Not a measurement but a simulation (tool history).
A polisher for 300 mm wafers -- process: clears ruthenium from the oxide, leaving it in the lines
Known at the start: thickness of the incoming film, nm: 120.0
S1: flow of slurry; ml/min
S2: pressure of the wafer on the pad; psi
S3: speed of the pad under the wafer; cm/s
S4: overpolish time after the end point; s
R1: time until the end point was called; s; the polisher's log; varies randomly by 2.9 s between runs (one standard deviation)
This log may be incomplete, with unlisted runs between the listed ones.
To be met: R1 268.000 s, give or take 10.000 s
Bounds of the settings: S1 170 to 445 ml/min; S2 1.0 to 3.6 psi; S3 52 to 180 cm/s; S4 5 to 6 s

run,hour,S1,S2,S3,S4,R1
1,0.0,285,2.3,116,6,97.626
2,6.9,285,2.3,90,6,123.170
3,8.2,315,2.3,90,6,120.670
4,12.2,305,1.9,82,6,161.230
5,16.6,305,1.9,98,6,134.580
6,20.2,295,1.6,90,6,170.900
7,22.7,295,1.6,90,6,172.750
8,28.3,285,1.4,86,6,204.080
9,33.2,265,1.3,86,6,218.170
10,37.5,245,1.2,86,6,232.110
11,42.9,230,1.0,80,6,295.690
12,43.6,245,1.0,80,6,283.430
13,51.5,255,1.0,80,6,287.900
14,54.8,265,1.0,80,6,279.060
15,56.7,270,1.0,80,6,282.020
16,63.0,275,1.0,80,6,282.950

Consider the 4 candidate settings below. Which is the only one whose results all fall within their allowed miss of target?
A,69.3,240,1.1,74,6,?
B,69.3,285,1.1,84,6,?
C,69.3,290,1.1,78,6,?
D,69.3,275,1.0,76,5,?

move,R1
A,284.680
B,248.260
C,266.130
D,295.770
A: lands further from the targets than the last run did
B: takes the result that was furthest off past its target
C: every result within its allowed miss
D: lands further from the targets than the last run did
C is the move that brings every result within its allowed miss.
